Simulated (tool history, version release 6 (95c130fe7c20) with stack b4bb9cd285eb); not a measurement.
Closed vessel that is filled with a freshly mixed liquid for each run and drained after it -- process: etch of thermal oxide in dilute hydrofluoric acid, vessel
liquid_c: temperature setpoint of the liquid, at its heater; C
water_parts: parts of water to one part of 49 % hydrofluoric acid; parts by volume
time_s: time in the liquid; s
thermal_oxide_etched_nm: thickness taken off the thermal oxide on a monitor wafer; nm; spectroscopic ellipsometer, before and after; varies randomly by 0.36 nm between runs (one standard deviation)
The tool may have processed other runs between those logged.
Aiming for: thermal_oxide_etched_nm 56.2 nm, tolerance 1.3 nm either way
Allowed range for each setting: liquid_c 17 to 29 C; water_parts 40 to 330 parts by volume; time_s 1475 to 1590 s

| run | day | liquid_c | water_parts | time_s | thermal_oxide_etched_nm |
|---|---|---|---|---|---|
| 1 | 0 | 21 | 185 | 1475 | 28.892 |
| 2 | 0.175 | 24 | 185 | 1475 | 32.968 |
| 3 | 0.533 | 25.5 | 170 | 1475 | 38.283 |
| 4 | 0.712 | 27.5 | 170 | 1475 | 41.032 |
| 5 | 0.954 | 27.5 | 170 | 1475 | 41.114 |
| 6 | 1.325 | 29 | 170 | 1475 | 43.208 |
| 7 | 1.692 | 29 | 160 | 1475 | 46.815 |
| 8 | 1.983 | 29 | 150 | 1475 | 50.404 |
| 9 | 2.233 | 29 | 145 | 1475 | 52.971 |

4 next moves are on the table. One of them brings every result within its allowed miss. Which?
| A | 2.483 | 29 | 155 | 1495 | ? |
| B | 2.483 | 28.5 | 150 | 1475 | ? |
| C | 2.483 | 28 | 155 | 1500 | ? |
| D | 2.483 | 28.5 | 140 | 1555 | ? |

| move | thermal_oxide_etched_nm |
|---|---|
| A | 49.082 |
| B | 49.451 |
| C | 47.487 |
| D | 56.574 |
A: the biggest miss grows against the last run
B: the biggest miss grows against the last run
C: the biggest miss grows against the last run
D: every result lands within tolerance
D is the move that brings every result within its allowed miss.
